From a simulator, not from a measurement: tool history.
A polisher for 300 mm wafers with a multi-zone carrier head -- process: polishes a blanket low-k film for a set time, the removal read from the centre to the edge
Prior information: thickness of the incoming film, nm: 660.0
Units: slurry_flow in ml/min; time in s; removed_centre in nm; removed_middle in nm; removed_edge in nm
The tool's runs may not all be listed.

run	hour	slurry_flow	centre_zone	middle_zone	edge_zone	slurry_solids	time	removed_centre	removed_middle	removed_edge
1	0.0	140	1.00	1.00	1.00	1.00	53	11.073	11.131	11.318
2	1.2	125	1.00	1.00	1.00	1.00	53	10.980	10.872	11.157
3	7.5	125	1.00	1.00	1.07	1.00	53	10.870	11.012	11.679
4	11.9	125	1.00	1.00	1.05	1.00	53	10.947	10.918	11.652
5	19.7	125	1.00	1.00	1.05	0.85	53	10.286	10.298	10.791
6	27.8	125	1.00	1.00	1.03	0.85	53	10.407	10.435	10.533
7	30.7	125	1.00	1.00	1.02	0.85	53	10.296	10.243	10.582

Run 8 has not been measured yet. What should we expect?
8	34.8	125	1.00	1.00	1.00	0.85	53	?	?	?

{"run 8": {"removed_centre": 10.095, "removed_middle": 10.358, "removed_edge": 10.414}}

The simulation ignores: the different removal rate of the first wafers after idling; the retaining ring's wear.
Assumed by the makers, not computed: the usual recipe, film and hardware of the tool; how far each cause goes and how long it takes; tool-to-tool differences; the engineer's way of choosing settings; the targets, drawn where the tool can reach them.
